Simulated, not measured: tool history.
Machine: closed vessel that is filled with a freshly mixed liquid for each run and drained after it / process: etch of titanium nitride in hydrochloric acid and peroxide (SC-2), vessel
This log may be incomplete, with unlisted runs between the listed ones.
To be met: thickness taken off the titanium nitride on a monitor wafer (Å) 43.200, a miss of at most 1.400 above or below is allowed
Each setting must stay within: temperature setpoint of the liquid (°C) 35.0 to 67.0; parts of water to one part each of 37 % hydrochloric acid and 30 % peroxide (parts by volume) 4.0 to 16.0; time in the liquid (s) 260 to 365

| run | hour | temperature setpoint of the liquid (°C) | parts of water to one part each of 37 % hydrochloric acid and 30 % peroxide (parts by volume) | time in the liquid (s) | thickness taken off the titanium nitride on a monitor wafer (Å) |
|---|---|---|---|---|---|
| 1 | 0.0 | 51.0 | 9.0 | 365 | 76.840 |
| 2 | 5.1 | 47.5 | 9.0 | 365 | 59.234 |
| 3 | 8.7 | 47.5 | 6.0 | 365 | 83.229 |
| 4 | 10.9 | 46.5 | 6.0 | 365 | 77.301 |
| 5 | 19.5 | 52.5 | 6.0 | 365 | 117.220 |
| 6 | 21.8 | 49.5 | 6.0 | 365 | 96.249 |
|  | 26.6 | chemicals flow meter replaced |
| 7 | 26.6 | 48.0 | 6.0 | 365 | 90.217 |
| 8 | 28.6 | 46.5 | 6.0 | 365 | 79.666 |
| 9 | 32.2 | 45.5 | 6.0 | 365 | 76.150 |

Exactly one of the 4 candidate moves below puts every result within its allowed miss. Which one?
| A | 35.8 | 51.5 | 4.0 | 365 | ? |
| B | 35.8 | 52.5 | 5.0 | 365 | ? |
| C | 35.8 | 52.5 | 4.0 | 350 | ? |
| D | 35.8 | 48.5 | 10.5 | 270 | ? |

| move | thickness taken off the titanium nitride on a monitor wafer (Å) |
|---|---|
| A | 149.140 |
| B | 136.530 |
| C | 152.740 |
| D | 43.353 |
A: the biggest miss grows against the last run
B: the biggest miss grows against the last run
C: the biggest miss grows against the last run
D: meets every target
Answer: D
